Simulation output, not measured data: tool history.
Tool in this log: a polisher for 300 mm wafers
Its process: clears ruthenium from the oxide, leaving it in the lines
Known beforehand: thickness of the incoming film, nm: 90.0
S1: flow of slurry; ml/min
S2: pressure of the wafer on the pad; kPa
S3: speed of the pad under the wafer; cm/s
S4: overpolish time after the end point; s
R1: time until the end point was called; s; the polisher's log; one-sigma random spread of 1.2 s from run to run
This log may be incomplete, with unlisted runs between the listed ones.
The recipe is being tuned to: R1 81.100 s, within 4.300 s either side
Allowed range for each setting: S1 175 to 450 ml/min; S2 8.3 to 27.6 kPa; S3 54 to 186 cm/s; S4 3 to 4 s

run,hour,S1,S2,S3,S4,R1
1,0.0,290,17.9,118,4,59.114
2,8.9,290,16.5,116,4,65.874
3,10.8,290,15.9,116,4,68.573
4,13.9,330,15.9,116,4,67.914
5,15.7,330,15.9,146,4,55.718
6,23.6,330,15.9,146,3,56.760
7,31.3,330,14.5,144,3,61.714
8,37.2,330,13.1,142,3,69.447
9,45.3,330,12.4,142,3,73.544

Exercise: of the 5 proposed moves below, exactly one satisfies all targets within the stated allowed misses. Which move is it?
A,53.4,365,13.1,142,3,?
B,53.4,235,11.7,142,3,?
C,53.4,300,12.4,150,3,?
D,53.4,285,12.4,144,4,?
E,53.4,295,11.7,162,4,?

move,R1
A,69.066
B,80.061
C,70.631
D,73.424
E,70.030
A: moves away from the targets compared with the last run
B: hits every target within its allowed miss
C: moves away from the targets compared with the last run
D: no better and no worse than the last run
E: moves away from the targets compared with the last run
Answer: B

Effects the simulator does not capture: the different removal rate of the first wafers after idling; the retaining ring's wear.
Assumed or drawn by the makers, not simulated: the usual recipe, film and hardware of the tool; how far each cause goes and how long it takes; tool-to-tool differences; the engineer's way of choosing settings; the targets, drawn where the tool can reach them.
